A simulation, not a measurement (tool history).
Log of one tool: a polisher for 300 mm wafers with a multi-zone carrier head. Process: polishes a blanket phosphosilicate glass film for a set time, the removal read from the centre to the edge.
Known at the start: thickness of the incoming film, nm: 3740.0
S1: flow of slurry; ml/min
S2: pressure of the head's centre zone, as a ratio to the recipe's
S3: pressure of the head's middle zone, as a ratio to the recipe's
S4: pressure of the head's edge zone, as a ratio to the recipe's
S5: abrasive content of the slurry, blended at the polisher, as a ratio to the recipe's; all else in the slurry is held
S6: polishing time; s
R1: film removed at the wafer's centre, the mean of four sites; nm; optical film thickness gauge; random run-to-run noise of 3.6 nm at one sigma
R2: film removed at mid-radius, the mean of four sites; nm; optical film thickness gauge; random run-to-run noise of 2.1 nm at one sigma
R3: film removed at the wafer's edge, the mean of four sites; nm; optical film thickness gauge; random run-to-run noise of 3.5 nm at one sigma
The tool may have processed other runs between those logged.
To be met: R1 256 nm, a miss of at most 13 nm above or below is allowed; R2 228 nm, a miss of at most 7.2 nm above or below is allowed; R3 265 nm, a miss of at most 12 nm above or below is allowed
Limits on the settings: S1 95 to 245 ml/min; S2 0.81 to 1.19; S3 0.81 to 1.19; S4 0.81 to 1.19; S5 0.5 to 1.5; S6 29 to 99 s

Run 1, hour 0: S1 155 ml/min, S2 1, S3 1, S4 1, S5 1, S6 64 s. Result: R1 555.92 nm, R2 536.52 nm, R3 556.82 nm.
Run 2, hour 8: S1 155 ml/min, S2 1, S3 1.08, S4 1, S5 1, S6 64 s. Result: R1 572.82 nm, R2 564.36 nm, R3 557.19 nm.
Run 3, hour 13.4: S1 140 ml/min, S2 1, S3 1.08, S4 1, S5 1, S6 64 s. Result: R1 566.04 nm, R2 556.62 nm, R3 531.13 nm.
Run 4, hour 16.5: S1 140 ml/min, S2 1, S3 1, S4 1, S5 1, S6 64 s. Result: R1 554.21 nm, R2 523.54 nm, R3 537.09 nm.
Run 5, hour 20.1: S1 140 ml/min, S2 1, S3 1, S4 0.92, S5 1, S6 64 s. Result: R1 546.86 nm, R2 521.45 nm, R3 518.48 nm.
Run 6, hour 25.4: S1 140 ml/min, S2 1, S3 1, S4 0.92, S5 0.9, S6 64 s. Result: R1 512.54 nm, R2 486.3 nm, R3 490.71 nm.
Run 7, hour 34.4: S1 130 ml/min, S2 0.99, S3 0.95, S4 0.9, S5 0.75, S6 57 s. Result: R1 385.04 nm, R2 356.49 nm, R3 364.33 nm.
Run 8, hour 40.6: S1 95 ml/min, S2 0.91, S3 0.85, S4 0.96, S5 0.5, S6 53 s. Result: R1 177.32 nm, R2 171.63 nm, R3 197.3 nm.
Run 9, hour 45.2: S1 125 ml/min, S2 0.92, S3 0.84, S4 0.97, S5 0.5, S6 53 s. Result: R1 201.38 nm, R2 186.37 nm, R3 218.47 nm.
Run 10, hour 52.6: S1 145 ml/min, S2 0.92, S3 0.84, S4 0.97, S5 0.5, S6 53 s. Result: R1 210.32 nm, R2 192.37 nm, R3 221.6 nm.
Run 11, hour 60.2: S1 165 ml/min, S2 0.92, S3 0.85, S4 1, S5 0.5, S6 53 s. Result: R1 217.06 nm, R2 200.95 nm, R3 221.84 nm.
Run 12, hour 65.6: S1 150 ml/min, S2 0.94, S3 0.82, S4 1.03, S5 0.75, S6 54 s. Result: R1 370.62 nm, R2 319.62 nm, R3 377.97 nm.
Run 13, hour 73.5: S1 150 ml/min, S2 0.94, S3 0.82, S4 1.03, S5 0.75, S6 54 s. Result: R1 357.06 nm, R2 321.21 nm, R3 380.14 nm.
Run 14, hour 81.7: S1 140 ml/min, S2 0.94, S3 0.82, S4 0.98, S5 0.7, S6 54 s. Result: R1 328.17 nm, R2 295.11 nm, R3 343.95 nm.
Run 15, hour 87.9: S1 145 ml/min, S2 0.95, S3 0.86, S4 1.05, S5 0.7, S6 54 s. Result: R1 335.91 nm, R2 305.49 nm, R3 354.7 nm.

Below are 5 possible settings for the next run. Only one of them brings all results inside the allowed miss of their targets. Which is it?
Run A, hour 94.1: S1 205 ml/min, S2 0.88, S3 0.85, S4 0.92, S5 0.55, S6 54 s. Result: R1 ?, R2 ?, R3 ?.
Run B, hour 94.1: S1 215 ml/min, S2 0.98, S3 0.9, S4 0.95, S5 0.6, S6 43 s. Result: R1 ?, R2 ?, R3 ?.
Run C, hour 94.1: S1 165 ml/min, S2 1.07, S3 0.94, S4 1.02, S5 0.7, S6 39 s. Result: R1 ?, R2 ?, R3 ?.
Run D, hour 94.1: S1 165 ml/min, S2 0.99, S3 0.89, S4 1.1, S5 0.7, S6 38 s. Result: R1 ?, R2 ?, R3 ?.
Run E, hour 94.1: S1 120 ml/min, S2 1.01, S3 0.81, S4 1.08, S5 0.55, S6 53 s. Result: R1 ?, R2 ?, R3 ?.

move      R1      R2      R3
   A  250.97  242.56  265.84
   B  251.65  225.66  241.97
   C  281.32  238.28  260.22
   D  253.39  224.42  263.37
   E  250.08     207  260.55
A: nearer than the last run, and not there yet
B: puts the biggest miss on target and leaves a different result outside tolerance
C: nearer than the last run, and not there yet
D: meets every target
E: carries the result that was furthest off beyond its target, to the other side
The right move is D.
